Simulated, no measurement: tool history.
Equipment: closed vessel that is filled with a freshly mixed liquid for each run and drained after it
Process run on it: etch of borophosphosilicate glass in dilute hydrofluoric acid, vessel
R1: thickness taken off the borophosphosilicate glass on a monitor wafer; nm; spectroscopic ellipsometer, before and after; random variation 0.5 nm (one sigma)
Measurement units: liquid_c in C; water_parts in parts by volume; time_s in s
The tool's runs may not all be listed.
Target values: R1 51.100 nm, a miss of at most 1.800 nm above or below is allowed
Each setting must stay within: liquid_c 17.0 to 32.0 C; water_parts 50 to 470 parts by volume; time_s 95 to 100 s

{"run": 1, "day": 0.0, "liquid_c": 24.0, "water_parts": 260, "time_s": 95, "R1": 16.199}
{"run": 2, "day": 0.362, "liquid_c": 25.5, "water_parts": 220, "time_s": 95, "R1": 21.002}
{"run": 3, "day": 0.642, "liquid_c": 26.5, "water_parts": 190, "time_s": 95, "R1": 26.007}
{"run": 4, "day": 0.738, "liquid_c": 26.5, "water_parts": 250, "time_s": 95, "R1": 18.345}
{"run": 5, "day": 0.946, "liquid_c": 27.5, "water_parts": 215, "time_s": 95, "R1": 23.095}
{"run": 6, "day": 1.296, "liquid_c": 27.5, "water_parts": 150, "time_s": 95, "R1": 34.961}
{"run": 7, "day": 1.612, "liquid_c": 28.5, "water_parts": 140, "time_s": 95, "R1": 40.468}
{"run": 8, "day": 1.733, "liquid_c": 29.0, "water_parts": 140, "time_s": 95, "R1": 40.703}
{"run": 9, "day": 2.083, "liquid_c": 29.5, "water_parts": 135, "time_s": 95, "R1": 43.857}
{"run": 10, "day": 2.412, "liquid_c": 30.0, "water_parts": 135, "time_s": 95, "R1": 44.689}
{"run": 11, "day": 2.542, "liquid_c": 30.5, "water_parts": 135, "time_s": 95, "R1": 45.362}
{"day": 2.896, "done": "thermometer replaced"}
{"run": 12, "day": 2.896, "liquid_c": 31.0, "water_parts": 135, "time_s": 95, "R1": 43.261}
{"run": 13, "day": 3.154, "liquid_c": 31.5, "water_parts": 95, "time_s": 95, "R1": 66.178}
{"run": 14, "day": 3.254, "liquid_c": 30.5, "water_parts": 95, "time_s": 95, "R1": 63.233}
{"run": 15, "day": 3.604, "liquid_c": 29.5, "water_parts": 95, "time_s": 95, "R1": 61.484}
{"run": 16, "day": 3.65, "liquid_c": 28.5, "water_parts": 95, "time_s": 95, "R1": 59.229}
{"run": 17, "day": 3.817, "liquid_c": 24.5, "water_parts": 100, "time_s": 95, "R1": 48.422}
{"run": 18, "day": 3.925, "liquid_c": 25.0, "water_parts": 100, "time_s": 95, "R1": 49.168}

Which of these 5 next moves meets every target?
{"run": "A", "day": 4.033, "liquid_c": 31.5, "water_parts": 135, "time_s": 100, "R1": "?"}
{"run": "B", "day": 4.033, "liquid_c": 27.0, "water_parts": 110, "time_s": 95, "R1": "?"}
{"run": "C", "day": 4.033, "liquid_c": 21.5, "water_parts": 90, "time_s": 95, "R1": "?"}
{"run": "D", "day": 4.033, "liquid_c": 23.5, "water_parts": 100, "time_s": 100, "R1": "?"}
{"run": "E", "day": 4.033, "liquid_c": 25.0, "water_parts": 100, "time_s": 100, "R1": "?"}

move=A R1=45.827
move=B R1=46.768
move=C R1=47.143
move=D R1=47.836
move=E R1=50.758
A: the biggest miss grows against the last run
B: the biggest miss grows against the last run
C: the biggest miss grows against the last run
D: the biggest miss grows against the last run
E: every result lands within tolerance
E is the move that brings every result within its allowed miss.

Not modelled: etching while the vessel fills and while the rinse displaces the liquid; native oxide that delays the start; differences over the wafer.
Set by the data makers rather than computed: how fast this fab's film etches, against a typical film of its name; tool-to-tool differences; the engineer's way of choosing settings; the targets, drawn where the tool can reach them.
